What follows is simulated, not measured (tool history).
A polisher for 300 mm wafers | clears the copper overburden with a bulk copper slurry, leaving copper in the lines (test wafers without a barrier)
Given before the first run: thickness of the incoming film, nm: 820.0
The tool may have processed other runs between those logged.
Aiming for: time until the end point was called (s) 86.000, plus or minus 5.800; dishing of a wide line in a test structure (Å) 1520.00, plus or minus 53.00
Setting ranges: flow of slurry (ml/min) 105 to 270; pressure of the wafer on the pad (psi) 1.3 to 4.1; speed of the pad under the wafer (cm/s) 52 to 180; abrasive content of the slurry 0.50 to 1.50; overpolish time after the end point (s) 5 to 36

run,hour,flow of slurry (ml/min),pressure of the wafer on the pad (psi),speed of the pad under the wafer (cm/s),abrasive content of the slurry,overpolish time after the end point (s),time until the end point was called (s),dishing of a wide line in a test structure (Å)
1,0.0,175,2.7,116,1.00,18,94.552,1021.90
2,2.8,175,2.7,116,1.00,11,93.128,708.94
3,11.4,175,2.7,116,1.20,11,91.430,752.21
4,14.3,175,2.7,96,1.20,11,107.880,638.96
5,17.9,175,2.7,106,1.25,15,96.042,894.73
6,21.0,170,2.7,108,1.30,18,99.780,1014.40
7,23.8,160,2.9,108,1.35,20,89.911,1159.90
8,32.5,160,2.9,108,1.35,20,88.351,1156.00
9,37.3,170,2.8,110,1.40,21,85.605,1205.80

Exactly one of the 4 candidate moves below puts every result within its allowed miss. Which one?
A,42.1,155,3.1,104,1.50,30,?,?
B,42.1,145,2.7,118,1.40,15,?,?
C,42.1,160,3.0,118,1.35,25,?,?
D,42.1,170,3.0,110,1.45,17,?,?

move,time until the end point was called (s),dishing of a wide line in a test structure (Å)
A,87.315,1505.50
B,91.077,943.15
C,81.388,1412.80
D,84.681,1095.90
A: all results land within tolerance of their targets
B: its largest miss is bigger than the last run's
C: gains on the last run, yet a result remains outside its allowed miss
D: its largest miss is bigger than the last run's
A meets every target.

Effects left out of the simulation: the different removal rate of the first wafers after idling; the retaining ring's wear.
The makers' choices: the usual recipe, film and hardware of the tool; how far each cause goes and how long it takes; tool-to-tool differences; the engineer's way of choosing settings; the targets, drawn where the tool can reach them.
